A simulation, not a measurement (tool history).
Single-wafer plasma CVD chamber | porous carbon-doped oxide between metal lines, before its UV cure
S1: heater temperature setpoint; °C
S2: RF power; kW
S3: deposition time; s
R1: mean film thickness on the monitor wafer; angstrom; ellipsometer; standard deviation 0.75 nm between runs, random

Run 1, hour 0.0: S1 280 °C, S2 0.620 kW, S3 30.4 s. Result: R1 2039.3 angstrom.
Run 2, hour 2.1: S1 282 °C, S2 0.605 kW, S3 30.4 s. Result: R1 1989.1 angstrom.
Run 3, hour 5.1: S1 272 °C, S2 0.605 kW, S3 30.4 s. Result: R1 2134.1 angstrom.
Run 4, hour 8.1: S1 281 °C, S2 0.605 kW, S3 30.4 s. Result: R1 2005.4 angstrom.
Run 5, hour 10.9: S1 281 °C, S2 0.605 kW, S3 31.4 s. Result: R1 2082.7 angstrom.
Run 6, hour 18.9: S1 281 °C, S2 0.680 kW, S3 31.4 s. Result: R1 2217.2 angstrom.
Run 7, hour 22.0: S1 283 °C, S2 0.660 kW, S3 31.3 s. Result: R1 2127.0 angstrom.
Run 8, hour 28.6: S1 285 °C, S2 0.640 kW, S3 31.2 s. Result: R1 2064.5 angstrom.
Run 9, hour 32.2: S1 287 °C, S2 0.625 kW, S3 31.1 s. Result: R1 2011.9 angstrom.

Run 10 is up next; what results do you expect?
Run 10, hour 34.6: S1 289 °C, S2 0.610 kW, S3 31.0 s. Result: R1 ?.

{"run 10": {"R1": 1942.1}}

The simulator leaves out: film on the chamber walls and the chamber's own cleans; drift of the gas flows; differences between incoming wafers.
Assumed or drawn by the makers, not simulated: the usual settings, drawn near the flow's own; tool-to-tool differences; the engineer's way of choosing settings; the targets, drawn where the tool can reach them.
